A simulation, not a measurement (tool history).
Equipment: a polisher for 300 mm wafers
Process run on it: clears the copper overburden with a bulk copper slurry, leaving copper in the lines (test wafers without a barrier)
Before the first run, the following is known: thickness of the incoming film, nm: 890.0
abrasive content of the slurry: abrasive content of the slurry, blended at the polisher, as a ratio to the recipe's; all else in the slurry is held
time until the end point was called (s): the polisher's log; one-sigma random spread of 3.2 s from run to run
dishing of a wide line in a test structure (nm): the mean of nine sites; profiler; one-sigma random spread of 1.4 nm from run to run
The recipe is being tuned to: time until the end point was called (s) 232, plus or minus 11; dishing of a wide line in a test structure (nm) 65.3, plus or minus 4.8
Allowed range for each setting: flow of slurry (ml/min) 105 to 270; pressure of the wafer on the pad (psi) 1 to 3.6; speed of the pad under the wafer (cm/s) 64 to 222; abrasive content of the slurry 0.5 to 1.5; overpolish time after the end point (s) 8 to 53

run,hour,flow of slurry (ml/min),pressure of the wafer on the pad (psi),speed of the pad under the wafer (cm/s),abrasive content of the slurry,overpolish time after the end point (s),time until the end point was called (s),dishing of a wide line in a test structure (nm)
1,0,175,2.3,142,1,27,106.93,86.458
2,0.8,175,1.9,132,1,28,130.24,81.392
3,1.9,170,1.6,120,1,28,156.07,72.803
4,4,170,1.6,120,1,38,154.18,77.306
5,12.6,170,1.4,110,1,39,184.56,73.878
6,19.3,170,1.3,106,1,38,200.84,72.653
7,22.3,170,1.2,106,1,36,213.86,72.159
8,24,170,1,106,1,24,229.8,55.025
9,27.7,170,1,104,1,28,229.36,58.604
10,31.2,170,1,102,1,31,240.26,60.19

Exercise: of the 4 proposed moves below, exactly one satisfies all targets within the stated allowed misses. Which move is it?
A,34.7,150,1,120,1,22,?,?
B,34.7,180,1,104,1,35,?,?
C,34.7,150,1,94,1,25,?,?
D,34.7,190,1.5,76,0.85,36,?,?

move,time until the end point was called (s),dishing of a wide line in a test structure (nm)
A,204.07,53.375
B,227.72,63.864
C,257.99,50.128
D,254.65,63.691
A: lands further from the targets than the last run did
B: in spec on every target
C: lands further from the targets than the last run did
D: gets the furthest-off result to its target, but another result is out of tolerance
B meets every target.

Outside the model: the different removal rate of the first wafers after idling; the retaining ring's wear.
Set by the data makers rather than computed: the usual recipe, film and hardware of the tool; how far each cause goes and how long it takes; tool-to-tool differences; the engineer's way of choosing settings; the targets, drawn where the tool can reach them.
